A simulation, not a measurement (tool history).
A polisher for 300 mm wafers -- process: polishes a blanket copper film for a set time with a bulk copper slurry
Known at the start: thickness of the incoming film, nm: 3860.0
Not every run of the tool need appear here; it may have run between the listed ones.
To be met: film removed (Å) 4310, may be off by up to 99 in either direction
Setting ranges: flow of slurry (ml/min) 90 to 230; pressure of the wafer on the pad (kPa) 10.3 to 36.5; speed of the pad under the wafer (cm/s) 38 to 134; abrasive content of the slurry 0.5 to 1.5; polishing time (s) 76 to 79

run,hour,flow of slurry (ml/min),pressure of the wafer on the pad (kPa),speed of the pad under the wafer (cm/s),abrasive content of the slurry,polishing time (s),film removed (Å)
1,0,150,23.4,86,1,76,7077.1
2,8.1,150,28.3,86,1,76,8499.9
3,8.8,145,25.5,86,1,76,7576.6
4,14.7,145,22.8,86,1,76,6739
5,20.1,175,22.8,86,1,76,7021
6,20.7,175,22.8,86,1,76,6976.3
7,23.9,170,21.4,86,1,76,6625.3
8,26.8,165,20,86,1,76,6122.2
9,35.5,160,19.3,86,1,76,5874.2
# hour 37.5: head pressure recalibrated
10,37.5,155,18.6,86,1,76,6252
11,40.2,195,11.7,82,1,76,4018.8

Exactly one of the 4 candidate moves below puts every result within its allowed miss. Which one?
A,42.9,120,13.8,80,0.9,76,?
B,42.9,195,12.4,86,1,77,?
C,42.9,180,11,90,1.05,78,?
D,42.9,205,11,86,0.9,76,?

move,film removed (Å)
A,4050
B,4504.9
C,4278.5
D,3883.8
A: nearer than the last run, and not there yet
B: the result that was furthest off in the last run now lies on the other side of its target
C: hits every target within its allowed miss
D: the biggest miss grows against the last run
C meets every target.
